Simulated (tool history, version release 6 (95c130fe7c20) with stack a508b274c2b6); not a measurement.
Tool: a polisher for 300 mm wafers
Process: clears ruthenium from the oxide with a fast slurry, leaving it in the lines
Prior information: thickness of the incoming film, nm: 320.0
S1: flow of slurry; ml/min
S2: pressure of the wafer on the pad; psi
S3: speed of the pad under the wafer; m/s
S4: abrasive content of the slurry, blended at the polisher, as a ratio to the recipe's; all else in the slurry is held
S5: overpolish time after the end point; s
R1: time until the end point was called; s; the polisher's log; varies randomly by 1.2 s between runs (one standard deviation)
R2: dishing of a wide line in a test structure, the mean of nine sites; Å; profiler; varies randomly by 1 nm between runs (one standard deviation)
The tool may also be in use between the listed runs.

run,hour,S1,S2,S3,S4,S5,R1,R2
1,0,150,2.9,1.28,1,19,48.769,715.71
2,1.5,150,2.6,1.24,1,19,55.919,656.14
3,7.3,150,2.6,1.36,1,19,50.919,715.6
4,15.3,150,2.6,1.22,1,19,56.534,621.19
5,18.3,150,2.3,1.2,1,20,64.778,580.27
6,23.6,150,2.3,1.5,1,20,53.902,713.04
7,29.7,150,2.1,1.44,1,20,59.25,651.96
8,32.5,150,1.9,1.38,1,20,67.536,566.86
9,37.2,150,1.8,1.34,1,21,74.082,546.15
10,38.5,150,1.7,1.32,1,21,80.174,510.77
11,46.4,150,1.6,1.32,1,21,84.105,512.03
12,54.6,150,1.5,1.32,1,21,89.679,479.93
13,56.9,140,1.3,1.3,1,21,105.87,417.49
14,63.6,145,1.3,1.3,1,21,104.01,411.48
15,71.9,150,1.3,1.3,1,21,103.32,440.22

Predict the results of run 16:
16,77.3,155,1.3,1.3,1,20,?,?

R1: 105.2 s
R2: 397.61 Å
